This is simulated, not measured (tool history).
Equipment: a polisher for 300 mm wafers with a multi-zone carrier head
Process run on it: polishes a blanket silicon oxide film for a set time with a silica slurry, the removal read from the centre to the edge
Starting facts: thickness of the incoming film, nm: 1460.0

| run | day | flow of slurry (ml/min) | pressure of the head's centre zone | pressure of the head's middle zone | pressure of the head's edge zone | abrasive content of the slurry | polishing time (s) | film removed at the wafer's centre (Å) | film removed at mid-radius (Å) | film removed at the wafer's edge (Å) |
|---|---|---|---|---|---|---|---|---|---|---|
| 1 | 0.000 | 305 | 1.00 | 1.00 | 1.00 | 1.00 | 84 | 2831.2 | 2885.3 | 2880.0 |
| 2 | 0.279 | 305 | 0.97 | 1.00 | 1.00 | 1.00 | 84 | 2748.7 | 2917.3 | 2898.1 |
| 3 | 0.458 | 295 | 0.96 | 1.00 | 0.95 | 0.95 | 84 | 2703.1 | 2858.3 | 2784.2 |
| 4 | 0.492 | 240 | 0.96 | 1.00 | 0.95 | 0.95 | 84 | 2643.9 | 2761.0 | 2722.7 |
| 5 | 0.762 | 240 | 0.96 | 1.00 | 1.02 | 0.95 | 84 | 2635.4 | 2762.8 | 2762.2 |
| 6 | 0.983 | 240 | 0.96 | 1.06 | 1.02 | 0.95 | 84 | 2606.1 | 2884.5 | 2765.7 |

What will run 7 give?
| 7 | 1.321 | 235 | 0.96 | 1.06 | 0.99 | 0.90 | 84 | ? | ? | ? |

film removed at the wafer's centre (Å): 2609.3
film removed at mid-radius (Å): 2812.6
film removed at the wafer's edge (Å): 2678.2
